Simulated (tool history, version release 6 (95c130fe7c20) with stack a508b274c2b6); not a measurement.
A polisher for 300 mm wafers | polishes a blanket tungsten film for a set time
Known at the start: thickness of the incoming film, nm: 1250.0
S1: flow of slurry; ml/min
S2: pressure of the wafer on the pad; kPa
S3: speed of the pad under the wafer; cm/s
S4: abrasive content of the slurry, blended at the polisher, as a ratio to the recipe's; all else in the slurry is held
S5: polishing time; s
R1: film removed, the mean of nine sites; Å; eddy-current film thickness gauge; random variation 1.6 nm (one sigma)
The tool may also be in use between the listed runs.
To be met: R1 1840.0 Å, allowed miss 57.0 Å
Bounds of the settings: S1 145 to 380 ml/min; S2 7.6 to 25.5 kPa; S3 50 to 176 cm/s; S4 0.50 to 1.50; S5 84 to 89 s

run  hour   S1    S2   S3    S4  S5      R1
  1   0.0  245  16.5  112  1.00  84  3208.2
  2   5.6  245  14.5  112  1.00  84  2780.4
  3  12.0  245  13.1  112  1.00  84  2554.2
  4  19.1  245  13.1  112  1.00  89  2652.9
  5  21.9  245  14.5  112  1.00  89  2959.1
  6  29.1  245  17.2  112  1.00  89  3558.5
  7  35.9  245  15.2  112  1.00  89  3098.4
  8  43.0  245  13.8  112  1.00  89  2780.6

5 next moves are on the table. One of them brings every result within its allowed miss. Which?
  A  50.1  145  11.7   84  1.10  84   ?
  B  50.1  245  11.7   90  0.95  84   ?
  C  50.1  240  11.7   66  1.05  84   ?
  D  50.1  265  14.5   94  1.00  85   ?
  E  50.1  260  16.5  118  0.95  89   ?

move      R1
   A  1648.8
   B  1802.4
   C  1371.9
   D  2379.1
   E  3480.3
A: takes the result that was furthest off past its target
B: meets every target
C: takes the result that was furthest off past its target
D: nearer than the last run, and not there yet
E: further off than the last run
Move B is the one to make.

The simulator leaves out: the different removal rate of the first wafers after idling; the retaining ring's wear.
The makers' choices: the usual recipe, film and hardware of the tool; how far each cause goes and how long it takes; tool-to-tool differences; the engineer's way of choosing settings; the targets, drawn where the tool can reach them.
